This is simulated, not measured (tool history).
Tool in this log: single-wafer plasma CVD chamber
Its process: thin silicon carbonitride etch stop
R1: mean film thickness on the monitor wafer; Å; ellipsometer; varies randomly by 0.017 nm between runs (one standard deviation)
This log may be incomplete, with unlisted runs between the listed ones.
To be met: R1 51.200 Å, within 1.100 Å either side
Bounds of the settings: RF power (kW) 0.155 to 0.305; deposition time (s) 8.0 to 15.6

{"run": 1, "hour": 0.0, "RF power (kW)": 0.23, "deposition time (s)": 11.8, "R1": 64.452}
{"run": 2, "hour": 6.0, "RF power (kW)": 0.215, "deposition time (s)": 11.8, "R1": 62.914}
{"run": 3, "hour": 13.9, "RF power (kW)": 0.215, "deposition time (s)": 12.4, "R1": 66.551}
{"run": 4, "hour": 22.8, "RF power (kW)": 0.235, "deposition time (s)": 12.4, "R1": 67.684}
{"run": 5, "hour": 28.6, "RF power (kW)": 0.235, "deposition time (s)": 14.0, "R1": 77.148}
{"run": 6, "hour": 30.7, "RF power (kW)": 0.235, "deposition time (s)": 14.9, "R1": 81.978}
{"run": 7, "hour": 39.7, "RF power (kW)": 0.225, "deposition time (s)": 14.0, "R1": 75.673}
{"run": 8, "hour": 40.9, "RF power (kW)": 0.215, "deposition time (s)": 13.3, "R1": 71.292}
{"run": 9, "hour": 44.7, "RF power (kW)": 0.21, "deposition time (s)": 12.6, "R1": 66.854}
{"run": 10, "hour": 49.2, "RF power (kW)": 0.205, "deposition time (s)": 12.1, "R1": 63.686}

Next run, 4 choices. One meets every target within its allowed miss, the rest don't. Which?
{"run": "A", "hour": 53.7, "RF power (kW)": 0.16, "deposition time (s)": 11.0, "R1": "?"}
{"run": "B", "hour": 53.7, "RF power (kW)": 0.21, "deposition time (s)": 14.7, "R1": "?"}
{"run": "C", "hour": 53.7, "RF power (kW)": 0.21, "deposition time (s)": 9.6, "R1": "?"}
{"run": "D", "hour": 53.7, "RF power (kW)": 0.16, "deposition time (s)": 11.3, "R1": "?"}

move=A R1=54.310
move=B R1=78.316
move=C R1=51.145
move=D R1=55.792
A: gains on the last run, yet a result remains outside its allowed miss
B: its largest miss is bigger than the last run's
C: every result lands within tolerance
D: gains on the last run, yet a result remains outside its allowed miss
So the answer is move C, the one that meets all the targets.

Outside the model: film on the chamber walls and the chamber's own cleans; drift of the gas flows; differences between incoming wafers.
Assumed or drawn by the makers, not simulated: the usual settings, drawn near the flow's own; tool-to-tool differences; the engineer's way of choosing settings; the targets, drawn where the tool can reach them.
